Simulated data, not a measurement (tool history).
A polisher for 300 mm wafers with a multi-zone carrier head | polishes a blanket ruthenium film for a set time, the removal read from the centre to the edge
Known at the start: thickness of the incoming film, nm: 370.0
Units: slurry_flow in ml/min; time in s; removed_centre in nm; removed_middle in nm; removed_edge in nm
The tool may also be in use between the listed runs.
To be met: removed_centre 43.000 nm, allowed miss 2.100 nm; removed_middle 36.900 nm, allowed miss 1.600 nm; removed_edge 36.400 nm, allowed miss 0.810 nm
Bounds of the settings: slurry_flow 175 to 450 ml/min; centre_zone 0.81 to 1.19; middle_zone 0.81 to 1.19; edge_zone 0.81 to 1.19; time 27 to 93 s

{"run": 1, "hour": 0.0, "slurry_flow": 290, "centre_zone": 1.0, "middle_zone": 1.0, "edge_zone": 1.0, "time": 59, "removed_centre": 40.993, "removed_middle": 40.275, "removed_edge": 40.324}
{"run": 2, "hour": 1.3, "slurry_flow": 285, "centre_zone": 1.01, "middle_zone": 0.99, "edge_zone": 0.97, "time": 59, "removed_centre": 41.539, "removed_middle": 38.643, "removed_edge": 39.407}
{"run": 3, "hour": 2.4, "slurry_flow": 280, "centre_zone": 1.02, "middle_zone": 0.99, "edge_zone": 0.95, "time": 59, "removed_centre": 41.565, "removed_middle": 39.463, "removed_edge": 39.372}
{"run": 4, "hour": 8.8, "slurry_flow": 280, "centre_zone": 1.02, "middle_zone": 0.99, "edge_zone": 0.95, "time": 71, "removed_centre": 50.312, "removed_middle": 47.926, "removed_edge": 47.064}
{"run": 5, "hour": 9.6, "slurry_flow": 280, "centre_zone": 1.02, "middle_zone": 0.96, "edge_zone": 0.95, "time": 71, "removed_centre": 50.601, "removed_middle": 45.2, "removed_edge": 46.586}
{"run": 6, "hour": 11.4, "slurry_flow": 325, "centre_zone": 1.02, "middle_zone": 0.96, "edge_zone": 0.95, "time": 71, "removed_centre": 50.968, "removed_middle": 45.714, "removed_edge": 47.636}
{"run": 7, "hour": 18.3, "slurry_flow": 310, "centre_zone": 1.03, "middle_zone": 0.96, "edge_zone": 0.92, "time": 69, "removed_centre": 49.827, "removed_middle": 44.922, "removed_edge": 45.275}
{"run": 8, "hour": 20.1, "slurry_flow": 300, "centre_zone": 1.03, "middle_zone": 0.95, "edge_zone": 0.9, "time": 67, "removed_centre": 47.567, "removed_middle": 43.195, "removed_edge": 43.247}

Which of these 5 next moves meets every target?
{"run": "A", "hour": 21.9, "slurry_flow": 245, "centre_zone": 1.05, "middle_zone": 1.04, "edge_zone": 0.81, "time": 60, "removed_centre": "?", "removed_middle": "?", "removed_edge": "?"}
{"run": "B", "hour": 21.9, "slurry_flow": 210, "centre_zone": 0.93, "middle_zone": 0.86, "edge_zone": 0.94, "time": 60, "removed_centre": "?", "removed_middle": "?", "removed_edge": "?"}
{"run": "C", "hour": 21.9, "slurry_flow": 295, "centre_zone": 1.07, "middle_zone": 0.94, "edge_zone": 0.94, "time": 58, "removed_centre": "?", "removed_middle": "?", "removed_edge": "?"}
{"run": "D", "hour": 21.9, "slurry_flow": 310, "centre_zone": 1.03, "middle_zone": 0.98, "edge_zone": 0.93, "time": 55, "removed_centre": "?", "removed_middle": "?", "removed_edge": "?"}
{"run": "E", "hour": 21.9, "slurry_flow": 325, "centre_zone": 1.05, "middle_zone": 0.9, "edge_zone": 0.81, "time": 59, "removed_centre": "?", "removed_middle": "?", "removed_edge": "?"}

move=A removed_centre=43.187 removed_middle=40.370 removed_edge=36.913
move=B removed_centre=37.533 removed_middle=33.938 removed_edge=39.133
move=C removed_centre=43.297 removed_middle=36.416 removed_edge=38.692
move=D removed_centre=39.700 removed_middle=35.914 removed_edge=36.601
move=E removed_centre=43.576 removed_middle=36.015 removed_edge=37.037
A: brings the result that was furthest off to its target, and leaves another outside
B: nearer than the last run, and not there yet
C: nearer than the last run, and not there yet
D: brings the result that was furthest off to its target, and leaves another outside
E: meets every target
The right move is E.

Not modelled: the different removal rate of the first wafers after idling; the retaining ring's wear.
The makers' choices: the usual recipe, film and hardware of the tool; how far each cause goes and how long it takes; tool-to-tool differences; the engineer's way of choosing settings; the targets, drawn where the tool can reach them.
